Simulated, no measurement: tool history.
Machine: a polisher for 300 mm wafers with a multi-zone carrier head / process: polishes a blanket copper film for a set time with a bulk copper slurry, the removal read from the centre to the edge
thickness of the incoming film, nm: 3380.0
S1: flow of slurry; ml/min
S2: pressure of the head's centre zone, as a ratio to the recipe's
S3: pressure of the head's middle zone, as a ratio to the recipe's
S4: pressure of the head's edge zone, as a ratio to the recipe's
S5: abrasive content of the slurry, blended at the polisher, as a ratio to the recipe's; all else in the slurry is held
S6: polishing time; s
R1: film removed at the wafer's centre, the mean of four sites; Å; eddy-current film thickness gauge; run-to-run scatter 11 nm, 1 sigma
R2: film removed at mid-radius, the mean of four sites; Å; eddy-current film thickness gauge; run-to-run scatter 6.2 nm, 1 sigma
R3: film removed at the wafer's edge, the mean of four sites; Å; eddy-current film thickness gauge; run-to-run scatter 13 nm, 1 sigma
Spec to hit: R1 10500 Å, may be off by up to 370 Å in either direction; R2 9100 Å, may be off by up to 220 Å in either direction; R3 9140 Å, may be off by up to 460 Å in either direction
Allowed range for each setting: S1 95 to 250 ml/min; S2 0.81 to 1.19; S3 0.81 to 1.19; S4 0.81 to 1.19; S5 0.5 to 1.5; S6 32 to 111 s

run  hour   S1    S2    S3    S4    S5  S6      R1      R2      R3
  1     0  160     1     1     1     1  71  7860.4  7963.9  7724.4
  2   8.9  170  1.02     1  1.02  1.05  71  8361.3    8190  8328.3
  3  15.1  170  1.02     1  1.02   1.2  71  8819.5  8464.4  8458.1
  4  16.6  170  1.02     1  0.95   1.2  71  8798.5  8427.7  8236.8
  5  19.6  170  1.02     1  0.95   1.3  71  8819.8  8657.9  8341.9
  6  21.6  180  1.03     1  0.95   1.3  71  9228.9  8786.3  8489.5
  7  26.2  185  1.04     1  0.95   1.3  71  9206.9    8711  8516.7
  8  27.3  190  1.05     1  0.95   1.3  71  9366.4  8806.5  8836.7
  9    36  190  1.07  1.01  0.94   1.3  71  9432.7  8765.6  8792.6
 10  43.1  190  1.07  1.01  0.94   1.3  71  9490.5    8806  8370.9
 11  44.3  195  1.08  1.01  0.95   1.3  71  9598.9  8921.2    8416
 12  47.6  195  1.08  1.01  0.95   1.3  71  9585.5  8931.2  8786.9
 13  50.6  200  1.09  1.01  0.95   1.3  71  9677.8    8876  8732.6

Which single option among these 4 for the next run brings every result within its allowed miss of target? Just one does.
  A  53.6  230  1.07   0.9  0.89  1.15  79   ?   ?   ?
  B  53.6  205     1  1.01  0.88   1.4  70   ?   ?   ?
  C  53.6  165  1.14  1.06  0.99   1.4  69   ?   ?   ?
  D  53.6  190  1.06  1.12  0.93  1.35  68   ?   ?   ?

move      R1      R2      R3
   A   10259    9135  8980.1
   B  8880.1  9025.2  8279.9
   C  9585.6    8872  8422.1
   D  8927.6    9137  8093.7
A: each result inside its tolerance
B: lands further from the targets than the last run did
C: lands further from the targets than the last run did
D: lands further from the targets than the last run did
The move that meets every target is A.
